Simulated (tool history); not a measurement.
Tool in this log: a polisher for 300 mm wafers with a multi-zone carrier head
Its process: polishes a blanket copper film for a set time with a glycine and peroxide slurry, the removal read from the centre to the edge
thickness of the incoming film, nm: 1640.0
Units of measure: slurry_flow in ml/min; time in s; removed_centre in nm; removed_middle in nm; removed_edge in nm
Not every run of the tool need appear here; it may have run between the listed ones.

run 1 day=0.000 | slurry_flow=200 centre_zone=1.00 middle_zone=1.00 edge_zone=1.00 time=52 | removed_centre=273.13 removed_middle=265.43 removed_edge=273.82
run 2 day=0.167 | slurry_flow=205 centre_zone=1.01 middle_zone=1.00 edge_zone=1.02 time=53 | removed_centre=283.67 removed_middle=276.01 removed_edge=275.37
run 3 day=0.333 | slurry_flow=195 centre_zone=1.01 middle_zone=0.98 edge_zone=1.02 time=55 | removed_centre=284.22 removed_middle=280.78 removed_edge=295.39
run 4 day=0.592 | slurry_flow=195 centre_zone=1.01 middle_zone=0.98 edge_zone=1.05 time=55 | removed_centre=289.29 removed_middle=278.34 removed_edge=298.78
run 5 day=0.792 | slurry_flow=195 centre_zone=1.02 middle_zone=0.98 edge_zone=1.06 time=56 | removed_centre=295.32 removed_middle=280.22 removed_edge=305.43
run 6 day=0.867 | slurry_flow=165 centre_zone=1.02 middle_zone=0.98 edge_zone=1.06 time=56 | removed_centre=291.44 removed_middle=281.70 removed_edge=305.89
run 7 day=1.142 | slurry_flow=165 centre_zone=1.04 middle_zone=0.98 edge_zone=1.07 time=57 | removed_centre=302.45 removed_middle=283.26 removed_edge=311.08
run 8 day=1.217 | slurry_flow=165 centre_zone=1.05 middle_zone=0.98 edge_zone=1.08 time=58 | removed_centre=310.35 removed_middle=291.87 removed_edge=310.65

What will run 9 give?
run 9 day=1.408 | slurry_flow=220 centre_zone=1.09 middle_zone=0.88 edge_zone=1.17 time=66 | removed_centre=? removed_middle=? removed_edge=?

{"run 9": {"removed_centre": 371.93, "removed_middle": 309.82, "removed_edge": 382.61}}

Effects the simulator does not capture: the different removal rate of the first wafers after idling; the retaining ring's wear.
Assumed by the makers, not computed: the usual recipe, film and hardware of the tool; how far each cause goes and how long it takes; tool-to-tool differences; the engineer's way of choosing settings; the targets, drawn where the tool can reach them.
